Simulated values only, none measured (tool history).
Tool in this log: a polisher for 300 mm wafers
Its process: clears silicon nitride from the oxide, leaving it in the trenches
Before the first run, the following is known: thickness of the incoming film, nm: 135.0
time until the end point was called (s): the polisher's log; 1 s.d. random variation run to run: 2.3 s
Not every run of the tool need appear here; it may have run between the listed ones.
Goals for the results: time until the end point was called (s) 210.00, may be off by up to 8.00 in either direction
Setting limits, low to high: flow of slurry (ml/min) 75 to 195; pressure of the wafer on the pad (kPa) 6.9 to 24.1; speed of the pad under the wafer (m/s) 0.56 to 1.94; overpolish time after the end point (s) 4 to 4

run	day	flow of slurry (ml/min)	pressure of the wafer on the pad (kPa)	speed of the pad under the wafer (m/s)	overpolish time after the end point (s)	time until the end point was called (s)
1	0.000	125	15.2	1.24	4	138.63
2	0.046	125	15.2	1.24	4	140.24
3	0.117	120	14.5	1.24	4	147.26
4	0.475	150	14.5	1.24	4	145.43
5	0.575	150	14.5	1.24	4	142.69
6	0.825	150	13.8	1.24	4	148.51
7	1.192	150	13.1	1.24	4	156.83
# day 1.479: worn pad replaced by a new one
8	1.479	150	12.4	1.24	4	151.70
9	1.638	150	11.7	1.20	4	168.09

4 candidate next runs follow, results not yet known. Just one meets every target within its allowed miss. Identify it.
A	1.796	150	13.8	1.26	4	?
B	1.796	105	9.0	1.12	4	?
C	1.796	130	8.3	1.38	4	?
D	1.796	140	13.1	1.18	4	?

move	time until the end point was called (s)
A	138.71
B	246.74
C	214.21
D	155.82
A: lands further from the targets than the last run did
B: the result that was furthest off in the last run now lies on the other side of its target
C: all results land within tolerance of their targets
D: lands further from the targets than the last run did
Answer: C

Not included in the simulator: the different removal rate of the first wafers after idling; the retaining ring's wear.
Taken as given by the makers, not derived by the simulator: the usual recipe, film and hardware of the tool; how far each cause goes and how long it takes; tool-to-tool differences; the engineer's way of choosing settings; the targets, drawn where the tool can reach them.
